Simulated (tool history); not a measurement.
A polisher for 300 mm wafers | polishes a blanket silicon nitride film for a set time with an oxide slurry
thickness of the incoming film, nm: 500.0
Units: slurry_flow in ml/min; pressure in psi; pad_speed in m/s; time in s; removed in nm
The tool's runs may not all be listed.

Run 1, hour 0.0: slurry_flow 255 ml/min, pressure 2.8 psi, pad_speed 0.96 m/s, slurry_solids 1.00, time 109 s. Result: removed 53.826 nm.
Run 2, hour 1.9: slurry_flow 255 ml/min, pressure 2.8 psi, pad_speed 0.96 m/s, slurry_solids 0.85, time 109 s. Result: removed 48.318 nm.
Run 3, hour 3.3: slurry_flow 250 ml/min, pressure 2.7 psi, pad_speed 0.96 m/s, slurry_solids 0.85, time 109 s. Result: removed 46.535 nm.
Run 4, hour 10.8: slurry_flow 240 ml/min, pressure 2.6 psi, pad_speed 0.96 m/s, slurry_solids 0.85, time 109 s. Result: removed 45.274 nm.
Run 5, hour 17.3: slurry_flow 300 ml/min, pressure 2.6 psi, pad_speed 0.96 m/s, slurry_solids 0.85, time 109 s. Result: removed 46.279 nm.
Run 6, hour 20.2: slurry_flow 290 ml/min, pressure 2.5 psi, pad_speed 0.96 m/s, slurry_solids 0.85, time 109 s. Result: removed 43.768 nm.

The next listed run, before its measurement:
Run 7, hour 26.4: slurry_flow 290 ml/min, pressure 2.4 psi, pad_speed 0.96 m/s, slurry_solids 0.85, time 109 s. Result: removed ?.

{"run 7": {"removed": 42.781}}
